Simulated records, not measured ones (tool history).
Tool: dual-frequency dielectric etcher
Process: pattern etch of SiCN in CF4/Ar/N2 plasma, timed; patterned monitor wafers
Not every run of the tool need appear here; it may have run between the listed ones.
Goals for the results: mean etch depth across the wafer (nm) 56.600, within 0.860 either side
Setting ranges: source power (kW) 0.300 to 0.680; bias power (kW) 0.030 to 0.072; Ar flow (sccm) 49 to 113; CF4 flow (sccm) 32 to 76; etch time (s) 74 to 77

run,hour,source power (kW),bias power (kW),Ar flow (sccm),CF4 flow (sccm),etch time (s),mean etch depth across the wafer (nm)
1,0.0,0.490,0.051,81,54,74,59.787
2,7.7,0.480,0.051,81,54,74,59.309
3,14.8,0.480,0.051,68,54,74,61.567
4,22.3,0.480,0.051,68,54,74,61.268
5,30.2,0.470,0.051,68,54,74,60.581
6,38.7,0.470,0.051,68,54,77,63.270
7,45.2,0.460,0.051,68,54,77,62.427
8,49.6,0.450,0.051,68,54,77,61.460
9,50.3,0.440,0.051,68,54,77,60.470

Exactly one of the 5 candidate moves below puts every result within its allowed miss. Which one?
A,51.0,0.470,0.054,64,56,75,?
B,51.0,0.390,0.046,70,69,77,?
C,51.0,0.450,0.059,69,59,75,?
D,51.0,0.420,0.048,70,53,74,?
E,51.0,0.450,0.040,83,55,75,?

move,mean etch depth across the wafer (nm)
A,63.716
B,56.759
C,63.269
D,55.324
E,54.098
A: misses by more than the last run did
B: all results in spec
C: misses by more than the last run did
D: the result that was furthest off in the last run now lies on the other side of its target
E: the result that was furthest off in the last run now lies on the other side of its target
So the answer is move B, the one that meets all the targets.
